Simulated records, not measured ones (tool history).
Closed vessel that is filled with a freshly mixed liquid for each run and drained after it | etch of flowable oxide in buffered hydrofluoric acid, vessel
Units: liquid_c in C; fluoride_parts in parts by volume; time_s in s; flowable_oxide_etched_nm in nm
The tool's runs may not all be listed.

run 1 hour=0 | liquid_c=22 fluoride_parts=16.5 time_s=95 | flowable_oxide_etched_nm=146.76
run 2 hour=1 | liquid_c=22 fluoride_parts=16.5 time_s=95 | flowable_oxide_etched_nm=147.84
run 3 hour=8.2 | liquid_c=23.5 fluoride_parts=16.5 time_s=95 | flowable_oxide_etched_nm=159.73
run 4 hour=8.8 | liquid_c=23.5 fluoride_parts=16.5 time_s=95 | flowable_oxide_etched_nm=160.39
run 5 hour=17.3 | liquid_c=25 fluoride_parts=14 time_s=95 | flowable_oxide_etched_nm=204.62
run 6 hour=22.9 | liquid_c=25 fluoride_parts=9.5 time_s=95 | flowable_oxide_etched_nm=298.99
run 7 hour=31.6 | liquid_c=26 fluoride_parts=9 time_s=95 | flowable_oxide_etched_nm=325.97
run 8 hour=32.3 | liquid_c=27 fluoride_parts=8.5 time_s=95 | flowable_oxide_etched_nm=360.08
run 9 hour=37.2 | liquid_c=27.5 fluoride_parts=8.5 time_s=95 | flowable_oxide_etched_nm=373.25

Forecast run 10:
run 10 hour=45.5 | liquid_c=28 fluoride_parts=8.5 time_s=95 | flowable_oxide_etched_nm=?

Run 10 gave flowable_oxide_etched_nm 377.97 nm.
